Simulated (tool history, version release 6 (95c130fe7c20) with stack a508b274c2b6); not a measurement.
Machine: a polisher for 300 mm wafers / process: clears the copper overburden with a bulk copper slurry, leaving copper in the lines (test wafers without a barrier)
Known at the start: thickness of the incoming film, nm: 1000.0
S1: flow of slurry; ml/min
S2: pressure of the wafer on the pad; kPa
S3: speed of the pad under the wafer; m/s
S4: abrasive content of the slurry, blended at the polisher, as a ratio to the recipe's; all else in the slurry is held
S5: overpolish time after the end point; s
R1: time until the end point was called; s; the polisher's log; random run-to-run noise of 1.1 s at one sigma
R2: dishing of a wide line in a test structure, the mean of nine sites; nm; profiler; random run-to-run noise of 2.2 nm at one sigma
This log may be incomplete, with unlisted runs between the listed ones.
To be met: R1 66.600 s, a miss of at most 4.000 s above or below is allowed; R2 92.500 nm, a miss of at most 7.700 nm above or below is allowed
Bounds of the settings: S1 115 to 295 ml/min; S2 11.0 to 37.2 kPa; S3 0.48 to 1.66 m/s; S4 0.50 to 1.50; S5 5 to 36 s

run	hour	S1	S2	S3	S4	S5	R1	R2
1	0.0	190	24.1	1.06	1.00	18	98.625	85.785
2	2.4	190	24.1	1.16	1.00	18	88.166	87.161
3	10.7	190	26.2	1.18	1.00	17	81.355	90.323
4	11.7	190	26.2	1.18	0.90	17	82.457	91.514
5	18.9	190	26.2	1.18	0.90	21	81.336	94.376
6	24.2	190	20.7	1.18	0.90	21	101.990	86.266
7	27.4	190	23.4	1.20	0.90	19	90.141	88.338
8	35.9	190	23.4	1.20	0.90	19	87.540	87.537
9	42.2	190	25.5	1.22	0.90	18	81.461	97.405
10	49.0	195	26.9	1.22	1.00	15	73.324	94.883
11	56.4	195	27.6	1.22	1.00	13	74.209	85.264

Pick the move, out of 5, that brings all results within their allowed miss; only one does.
A	63.8	180	30.3	1.26	1.05	14	?	?
B	63.8	190	24.1	1.20	0.95	14	?	?
C	63.8	210	35.2	0.78	0.90	18	?	?
D	63.8	205	24.8	1.12	1.05	15	?	?
E	63.8	195	26.2	1.12	1.05	19	?	?

move	R1	R2
A	63.931	98.727
B	84.994	83.493
C	89.479	95.864
D	86.226	86.262
E	82.152	99.755
A: each result inside its tolerance
B: the biggest miss grows against the last run
C: the biggest miss grows against the last run
D: the biggest miss grows against the last run
E: the biggest miss grows against the last run
A is the move that brings every result within its allowed miss.
